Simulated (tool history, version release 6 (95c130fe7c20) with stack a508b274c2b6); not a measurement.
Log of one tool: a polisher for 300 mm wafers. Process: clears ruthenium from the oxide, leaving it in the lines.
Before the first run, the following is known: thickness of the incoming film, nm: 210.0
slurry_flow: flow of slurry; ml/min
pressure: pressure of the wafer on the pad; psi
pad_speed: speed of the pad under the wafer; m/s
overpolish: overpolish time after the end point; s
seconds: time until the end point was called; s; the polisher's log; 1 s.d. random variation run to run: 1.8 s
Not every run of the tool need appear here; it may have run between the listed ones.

run 1 hour=0.0 | slurry_flow=290 pressure=2.8 pad_speed=1.20 overpolish=8 | seconds=112.23
run 2 hour=4.1 | slurry_flow=290 pressure=2.8 pad_speed=1.20 overpolish=6 | seconds=109.58
run 3 hour=11.7 | slurry_flow=325 pressure=2.8 pad_speed=1.20 overpolish=6 | seconds=108.44
run 4 hour=12.7 | slurry_flow=325 pressure=2.6 pad_speed=1.20 overpolish=6 | seconds=115.51
run 5 hour=15.4 | slurry_flow=320 pressure=2.4 pad_speed=1.20 overpolish=6 | seconds=124.63
run 6 hour=19.4 | slurry_flow=320 pressure=2.3 pad_speed=1.20 overpolish=6 | seconds=128.60
run 7 hour=23.3 | slurry_flow=320 pressure=2.2 pad_speed=1.20 overpolish=6 | seconds=134.03

Run 8 comes next. What will it give?
run 8 hour=24.0 | slurry_flow=315 pressure=2.1 pad_speed=1.20 overpolish=6 | seconds=?

{"run 8": {"seconds": 137.78}}
